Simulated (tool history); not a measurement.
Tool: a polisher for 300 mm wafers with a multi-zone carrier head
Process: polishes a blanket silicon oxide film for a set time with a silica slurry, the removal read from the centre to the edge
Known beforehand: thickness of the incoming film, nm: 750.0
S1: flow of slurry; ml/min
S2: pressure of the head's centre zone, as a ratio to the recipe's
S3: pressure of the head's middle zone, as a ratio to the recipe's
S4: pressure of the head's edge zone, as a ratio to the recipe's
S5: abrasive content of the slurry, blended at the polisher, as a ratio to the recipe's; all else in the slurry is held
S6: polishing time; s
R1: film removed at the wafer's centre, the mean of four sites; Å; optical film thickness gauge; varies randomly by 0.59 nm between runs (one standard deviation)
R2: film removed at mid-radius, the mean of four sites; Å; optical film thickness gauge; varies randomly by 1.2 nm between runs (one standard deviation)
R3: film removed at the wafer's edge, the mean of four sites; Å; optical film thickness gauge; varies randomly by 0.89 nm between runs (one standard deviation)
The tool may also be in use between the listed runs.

run 1 hour=0 | S1=150 S2=1 S3=1 S4=1 S5=1 S6=47 | R1=1664.5 R2=1662 R3=1531.4
run 2 hour=6.2 | S1=150 S2=1 S3=1 S4=0.93 S5=1 S6=47 | R1=1667.7 R2=1653.1 R3=1515.1
run 3 hour=12.8 | S1=140 S2=0.96 S3=1.01 S4=0.93 S5=0.85 S6=42 | R1=1337.5 R2=1401.4 R3=1282.9
run 4 hour=21.4 | S1=135 S2=0.94 S3=1.02 S4=0.92 S5=0.75 S6=37 | R1=1097.2 R2=1164.7 R3=1053.9
run 5 hour=24.9 | S1=135 S2=0.94 S3=1.02 S4=0.97 S5=0.75 S6=37 | R1=1101.1 R2=1192.4 R3=1087.4
run 6 hour=32.4 | S1=135 S2=0.94 S3=1.02 S4=0.97 S5=0.75 S6=33 | R1=976.86 R2=1030.8 R3=974.88
run 7 hour=38 | S1=105 S2=0.84 S3=1.02 S4=0.87 S5=0.5 S6=31 | R1=672.47 R2=786.32 R3=702.71
run 8 hour=43.6 | S1=110 S2=0.84 S3=1.02 S4=0.89 S5=0.5 S6=31 | R1=690.69 R2=808.88 R3=720.25

The next listed run, before its measurement:
run 9 hour=50.9 | S1=125 S2=0.82 S3=1.02 S4=0.97 S5=0.55 S6=31 | R1=? R2=? R3=?

{"run 9": {"R1": 719.31, "R2": 871.29, "R3": 815.54}}

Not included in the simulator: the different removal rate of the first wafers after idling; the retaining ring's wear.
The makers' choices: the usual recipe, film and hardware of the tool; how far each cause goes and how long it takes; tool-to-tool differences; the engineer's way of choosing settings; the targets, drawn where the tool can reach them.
